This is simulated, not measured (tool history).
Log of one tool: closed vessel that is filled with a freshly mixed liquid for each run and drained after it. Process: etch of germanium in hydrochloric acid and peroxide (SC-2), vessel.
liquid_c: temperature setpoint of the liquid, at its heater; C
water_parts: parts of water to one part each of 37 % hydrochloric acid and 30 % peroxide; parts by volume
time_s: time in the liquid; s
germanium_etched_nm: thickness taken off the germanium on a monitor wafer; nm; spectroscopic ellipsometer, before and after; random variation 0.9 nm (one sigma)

run	hour	liquid_c	water_parts	time_s	germanium_etched_nm
1	0.0	64.0	5.5	100	265.97
2	3.8	60.0	5.5	100	238.08
3	9.4	60.0	5.5	110	261.36
4	13.4	59.0	5.5	110	253.40
5	18.0	59.0	4.0	110	254.41
6	20.1	58.0	4.0	110	246.00
7	21.3	57.0	4.0	110	239.10
8	30.1	56.5	4.0	110	237.67
9	37.8	55.5	4.0	110	229.05
10	40.6	55.0	4.0	110	224.66
11	43.2	54.5	4.0	110	223.35
12	51.1	54.0	4.0	110	217.46
13	56.7	53.5	4.0	110	213.99

Forecast run 14:
14	65.5	53.0	4.0	110	?

Run 14 gave germanium_etched_nm 211.84 nm.
